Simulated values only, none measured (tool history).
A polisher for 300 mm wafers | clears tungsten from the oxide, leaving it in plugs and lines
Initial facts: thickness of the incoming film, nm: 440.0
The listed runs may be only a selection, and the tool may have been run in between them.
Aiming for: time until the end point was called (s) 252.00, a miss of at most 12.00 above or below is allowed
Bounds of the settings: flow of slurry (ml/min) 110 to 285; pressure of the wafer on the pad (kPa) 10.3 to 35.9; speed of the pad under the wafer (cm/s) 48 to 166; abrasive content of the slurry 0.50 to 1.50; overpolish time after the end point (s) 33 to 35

run  hour  flow of slurry (ml/min)  pressure of the wafer on the pad (kPa)  speed of the pad under the wafer (cm/s)  abrasive content of the slurry  overpolish time after the end point (s)  time until the end point was called (s)
  1   0.0                      180                                    22.8                                      106                            1.00                                       33                                   118.34
  2   5.5                      180                                    19.3                                      100                            1.00                                       33                                   149.26
  3  14.3                      180                                    16.5                                       98                            1.00                                       33                                   171.27
  4  16.3                      180                                    15.2                                       96                            1.00                                       33                                   192.01
  5  23.7                      210                                    15.2                                       96                            1.00                                       33                                   186.51
  6  31.5                      210                                    13.8                                       94                            1.00                                       33                                   215.68
  7  40.2                      210                                    13.1                                       94                            1.00                                       33                                   227.75
  8  41.3                      210                                    12.4                                       94                            1.00                                       33                                   236.95

Exactly one of the 4 candidate moves below puts every result within its allowed miss. Which one?
  A  42.4                      220                                    11.7                                      102                            1.10                                       33                                        ?
  B  42.4                      220                                    10.3                                       92                            1.00                                       33                                        ?
  C  42.4                      240                                    11.0                                       98                            1.00                                       35                                        ?
  D  42.4                      205                                    12.4                                       94                            1.05                                       33                                        ?

move  time until the end point was called (s)
   A                                   217.77
   B                                   278.07
   C                                   243.62
   D                                   228.38
A: moves away from the targets compared with the last run
B: carries the result that was furthest off beyond its target, to the other side
C: every result lands within tolerance
D: moves away from the targets compared with the last run
The right move is C.
